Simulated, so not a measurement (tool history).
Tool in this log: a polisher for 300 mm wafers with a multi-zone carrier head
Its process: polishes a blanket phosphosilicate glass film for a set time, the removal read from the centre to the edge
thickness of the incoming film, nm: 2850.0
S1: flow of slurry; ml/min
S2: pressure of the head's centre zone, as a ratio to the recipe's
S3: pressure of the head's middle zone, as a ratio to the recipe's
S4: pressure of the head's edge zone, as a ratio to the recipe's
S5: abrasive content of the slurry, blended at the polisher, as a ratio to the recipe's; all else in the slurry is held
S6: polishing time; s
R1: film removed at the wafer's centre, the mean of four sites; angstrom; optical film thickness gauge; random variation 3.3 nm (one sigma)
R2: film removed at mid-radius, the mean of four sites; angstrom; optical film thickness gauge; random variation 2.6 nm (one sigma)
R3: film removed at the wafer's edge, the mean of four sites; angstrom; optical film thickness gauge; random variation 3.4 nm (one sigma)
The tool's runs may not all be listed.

| run | hour | S1 | S2 | S3 | S4 | S5 | S6 | R1 | R2 | R3 |
|---|---|---|---|---|---|---|---|---|---|---|
| 1 | 0.0 | 165 | 1.00 | 1.00 | 1.00 | 1.00 | 51 | 4188.2 | 4441.9 | 4533.2 |
| 2 | 5.2 | 160 | 0.99 | 0.97 | 0.99 | 0.90 | 49 | 3798.6 | 3916.3 | 3938.9 |
| 3 | 7.2 | 160 | 0.99 | 0.97 | 1.05 | 0.90 | 49 | 3772.9 | 3951.7 | 4017.9 |
| 4 | 9.8 | 160 | 0.99 | 0.90 | 1.05 | 0.90 | 49 | 3751.2 | 3643.7 | 4092.8 |
|  | 17.6 | centre zone pressure recalibrated |
| 5 | 17.6 | 150 | 0.98 | 0.88 | 1.05 | 0.80 | 48 | 3503.2 | 3269.3 | 3705.2 |
| 6 | 25.1 | 145 | 0.95 | 0.87 | 1.05 | 0.75 | 48 | 3152.0 | 3054.2 | 3439.0 |
| 7 | 28.3 | 140 | 0.94 | 0.86 | 1.04 | 0.75 | 48 | 3170.0 | 3015.9 | 3473.8 |

Run 8, settings as shown, results not yet in. Your forecast:
| 8 | 32.4 | 135 | 0.92 | 0.84 | 1.00 | 0.50 | 45 | ? | ? | ? |

{"run 8": {"R1": 1978.0, "R2": 1868.4, "R3": 2105.8}}
